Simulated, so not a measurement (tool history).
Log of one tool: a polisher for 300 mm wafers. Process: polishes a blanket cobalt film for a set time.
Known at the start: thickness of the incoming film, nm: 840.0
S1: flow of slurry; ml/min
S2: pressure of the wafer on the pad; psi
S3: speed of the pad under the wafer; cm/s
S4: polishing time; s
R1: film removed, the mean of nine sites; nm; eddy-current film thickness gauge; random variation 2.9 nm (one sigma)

Run 1, day 0: S1 130 ml/min, S2 2.3 psi, S3 86 cm/s, S4 82 s. Result: R1 472.67 nm.
Run 2, day 0.104: S1 130 ml/min, S2 2.3 psi, S3 86 cm/s, S4 86 s. Result: R1 498.91 nm.
Run 3, day 0.417: S1 125 ml/min, S2 2.2 psi, S3 86 cm/s, S4 86 s. Result: R1 467.41 nm.
Run 4, day 0.562: S1 125 ml/min, S2 2.2 psi, S3 106 cm/s, S4 86 s. Result: R1 584.33 nm.
Run 5, day 0.758: S1 125 ml/min, S2 2.2 psi, S3 106 cm/s, S4 82 s. Result: R1 547.9 nm.
Run 6, day 0.954: S1 120 ml/min, S2 2.1 psi, S3 106 cm/s, S4 82 s. Result: R1 514.97 nm.
Run 7, day 1.321: S1 115 ml/min, S2 2 psi, S3 106 cm/s, S4 82 s. Result: R1 497.24 nm.

Forecast run 8:
Run 8, day 1.383: S1 110 ml/min, S2 1.9 psi, S3 106 cm/s, S4 82 s. Result: R1 ?.

R1: 464.41 nm

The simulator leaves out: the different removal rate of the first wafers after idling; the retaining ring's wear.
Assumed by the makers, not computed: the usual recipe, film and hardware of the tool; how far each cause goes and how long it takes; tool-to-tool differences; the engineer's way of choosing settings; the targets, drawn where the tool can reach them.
